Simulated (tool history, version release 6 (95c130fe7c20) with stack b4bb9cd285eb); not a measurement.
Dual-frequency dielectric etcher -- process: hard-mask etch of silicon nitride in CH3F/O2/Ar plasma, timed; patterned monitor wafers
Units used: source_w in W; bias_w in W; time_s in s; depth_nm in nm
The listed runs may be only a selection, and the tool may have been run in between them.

Run 1, day 0: source_w 440 W, bias_w 80 W, time_s 273 s. Result: depth_nm 202.32 nm.
Run 2, day 0.308: source_w 440 W, bias_w 80 W, time_s 286 s. Result: depth_nm 211.13 nm.
Run 3, day 0.342: source_w 410 W, bias_w 80 W, time_s 286 s. Result: depth_nm 205.72 nm.
Run 4, day 0.512: source_w 410 W, bias_w 80 W, time_s 286 s. Result: depth_nm 206.99 nm.
Run 5, day 0.854: source_w 440 W, bias_w 81 W, time_s 286 s. Result: depth_nm 212.71 nm.
Run 6, day 0.979: source_w 440 W, bias_w 86 W, time_s 286 s. Result: depth_nm 217.41 nm.
Run 7, day 1.296: source_w 460 W, bias_w 87 W, time_s 286 s. Result: depth_nm 223.87 nm.

Run 8 is up next; what results do you expect?
Run 8, day 1.375: source_w 480 W, bias_w 87 W, time_s 286 s. Result: depth_nm ?.

Run 8 came out at depth_nm 228.2 nm.
